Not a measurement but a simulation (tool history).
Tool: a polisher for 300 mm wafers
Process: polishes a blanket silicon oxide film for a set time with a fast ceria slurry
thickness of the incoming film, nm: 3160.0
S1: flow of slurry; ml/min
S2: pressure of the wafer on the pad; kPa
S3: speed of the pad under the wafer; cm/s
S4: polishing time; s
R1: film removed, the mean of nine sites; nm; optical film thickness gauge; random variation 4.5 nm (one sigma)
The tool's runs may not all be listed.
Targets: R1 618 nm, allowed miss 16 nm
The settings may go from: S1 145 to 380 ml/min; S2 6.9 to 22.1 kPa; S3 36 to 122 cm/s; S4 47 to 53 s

run	day	S1	S2	S3	S4	R1
1	0	245	14.5	78	53	517.84
2	0.083	245	14.5	78	47	458.84
3	0.333	280	14.5	78	47	472.7
4	0.512	280	17.9	78	47	566.17
5	0.579	320	17.9	78	47	571.14
6	0.75	320	14.5	78	47	472.85
7	0.888	320	15.2	78	47	491.87
8	1.15	320	15.9	78	47	506.19
9	1.346	320	16.5	78	47	526.73

Which of these 5 next moves meets every target?
A	1.542	325	16.5	68	47	?
B	1.542	305	19.3	70	53	?
C	1.542	340	17.2	64	48	?
D	1.542	305	19.3	82	51	?
E	1.542	330	17.9	86	49	?

move	R1
A	467.27
B	621.03
C	469.46
D	694.8
E	656.62
A: further off than the last run
B: meets every target
C: further off than the last run
D: takes the result that was furthest off past its target
E: takes the result that was furthest off past its target
The right move is B.
